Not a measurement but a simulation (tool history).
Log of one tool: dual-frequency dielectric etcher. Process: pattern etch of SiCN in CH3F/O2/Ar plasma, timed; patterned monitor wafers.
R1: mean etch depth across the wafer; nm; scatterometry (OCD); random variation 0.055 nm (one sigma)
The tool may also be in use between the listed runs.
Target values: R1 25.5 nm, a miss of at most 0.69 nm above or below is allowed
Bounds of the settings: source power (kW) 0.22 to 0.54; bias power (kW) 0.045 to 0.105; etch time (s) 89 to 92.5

Run 1, hour 0: source power (kW) 0.38, bias power (kW) 0.075, etch time (s) 89. Result: R1 33.024 nm.
Run 2, hour 5.1: source power (kW) 0.36, bias power (kW) 0.072, etch time (s) 89. Result: R1 31.852 nm.
Run 3, hour 10.5: source power (kW) 0.31, bias power (kW) 0.072, etch time (s) 89. Result: R1 30.228 nm.
Run 4, hour 12.2: source power (kW) 0.31, bias power (kW) 0.077, etch time (s) 89. Result: R1 30.934 nm.
At hour 15.8: source power generator calibrated.
Run 5, hour 15.8: source power (kW) 0.3, bias power (kW) 0.074, etch time (s) 89. Result: R1 29.572 nm.
Run 6, hour 21.5: source power (kW) 0.29, bias power (kW) 0.073, etch time (s) 89. Result: R1 29.084 nm.
Run 7, hour 30: source power (kW) 0.29, bias power (kW) 0.073, etch time (s) 89. Result: R1 29.128 nm.
Run 8, hour 36.7: source power (kW) 0.28, bias power (kW) 0.072, etch time (s) 89. Result: R1 28.436 nm.
Run 9, hour 43.2: source power (kW) 0.22, bias power (kW) 0.062, etch time (s) 89. Result: R1 24.739 nm.

Next run, 4 choices. One meets every target within its allowed miss, the rest don't. Which?
Run A, hour 49.7: source power (kW) 0.27, bias power (kW) 0.067, etch time (s) 90.5. Result: R1 ?.
Run B, hour 49.7: source power (kW) 0.22, bias power (kW) 0.055, etch time (s) 89. Result: R1 ?.
Run C, hour 49.7: source power (kW) 0.22, bias power (kW) 0.065, etch time (s) 91.5. Result: R1 ?.
Run D, hour 49.7: source power (kW) 0.22, bias power (kW) 0.059, etch time (s) 89.5. Result: R1 ?.

move      R1
   A   27.93
   B  23.713
   C  25.842
   D  24.431
A: pushes the last run's worst result past its target
B: the biggest miss grows against the last run
C: every result lands within tolerance
D: the biggest miss grows against the last run
Answer: C
